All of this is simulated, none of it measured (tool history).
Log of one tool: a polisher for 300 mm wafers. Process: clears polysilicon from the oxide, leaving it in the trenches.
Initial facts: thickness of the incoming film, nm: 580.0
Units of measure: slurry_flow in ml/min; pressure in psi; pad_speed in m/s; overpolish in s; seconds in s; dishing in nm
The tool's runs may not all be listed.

run,hour,slurry_flow,pressure,pad_speed,overpolish,seconds,dishing
1,0.0,315,2.1,1.26,18,48.038,50.796
2,2.3,315,2.3,1.28,14,42.847,49.589
3,4.7,280,2.3,1.28,14,42.859,48.853
4,9.5,255,2.5,1.28,11,40.268,50.265
5,16.3,255,2.3,1.28,11,44.390,48.934
6,24.6,255,2.3,1.28,19,43.633,53.452
# hour 31.9: worn pad replaced by a new one
7,31.9,320,2.4,1.32,15,36.271,52.403
8,34.9,410,2.3,1.30,6,38.223,40.789
9,42.4,415,2.4,1.30,6,36.307,43.089

Run 10, settings as shown, results not yet in. Your forecast:
10,46.2,435,2.4,1.32,6,?,?

{"run 10": {"seconds": 35.56, "dishing": 43.301}}
